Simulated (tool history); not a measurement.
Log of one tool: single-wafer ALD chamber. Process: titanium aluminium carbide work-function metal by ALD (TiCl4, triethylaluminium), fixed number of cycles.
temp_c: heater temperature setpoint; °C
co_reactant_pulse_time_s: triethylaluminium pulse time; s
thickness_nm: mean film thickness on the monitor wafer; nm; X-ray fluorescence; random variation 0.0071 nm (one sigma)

run,hour,temp_c,co_reactant_pulse_time_s,thickness_nm
1,0,310,11.19,2.2429
2,7.1,305,10.17,2.1715
3,11.2,315,10.17,2.2554
4,18.2,315,12.11,2.2934
5,27,315,14.19,2.3002
6,30.3,309,11.95,2.2438

Run 7 comes next. What will it give?
7,31.5,297,8.37,?

thickness_nm: 2.0346 nm

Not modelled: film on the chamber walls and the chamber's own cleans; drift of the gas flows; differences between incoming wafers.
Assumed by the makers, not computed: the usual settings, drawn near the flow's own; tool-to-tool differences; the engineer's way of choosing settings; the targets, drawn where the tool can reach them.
